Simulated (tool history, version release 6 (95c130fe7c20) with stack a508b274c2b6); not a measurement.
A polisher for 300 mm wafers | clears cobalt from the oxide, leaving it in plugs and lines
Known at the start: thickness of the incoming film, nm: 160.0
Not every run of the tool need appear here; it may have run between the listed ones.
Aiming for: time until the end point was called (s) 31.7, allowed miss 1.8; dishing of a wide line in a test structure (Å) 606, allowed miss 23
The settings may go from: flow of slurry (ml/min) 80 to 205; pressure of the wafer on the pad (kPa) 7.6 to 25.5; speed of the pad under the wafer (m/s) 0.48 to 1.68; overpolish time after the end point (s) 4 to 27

run	hour	flow of slurry (ml/min)	pressure of the wafer on the pad (kPa)	speed of the pad under the wafer (m/s)	overpolish time after the end point (s)	time until the end point was called (s)	dishing of a wide line in a test structure (Å)
1	0	135	16.5	1.08	14	21.766	599.97
2	6.3	135	15.9	1.08	15	22.853	610.06
3	10.7	135	15.9	1.2	15	21.173	619
4	16.4	135	15.2	1.18	15	22.549	620.03
5	22.6	135	15.2	1.08	15	24.145	592.18
6	29.5	135	15.2	1.08	12	23.017	523.01
7	30.4	135	15.2	1.08	13	23.244	549.33
8	39.4	125	11	1.06	19	33.747	561.56

Which of these 5 next moves meets every target?
A	48.4	110	13.1	1.04	15	?	?
B	48.4	130	11	1	24	?	?
C	48.4	115	12.4	1.04	21	?	?
D	48.4	130	9.7	1.12	19	?	?
E	48.4	125	11	1.2	15	?	?

move	time until the end point was called (s)	dishing of a wide line in a test structure (Å)
A	30.064	523.87
B	35.556	611.8
C	31.359	608.77
D	36.178	539.84
E	30.023	524.36
A: moves away from the targets compared with the last run
B: corrects the largest miss of the last run, while another result sits out of spec
C: hits every target within its allowed miss
D: moves away from the targets compared with the last run
E: moves away from the targets compared with the last run
C meets every target.
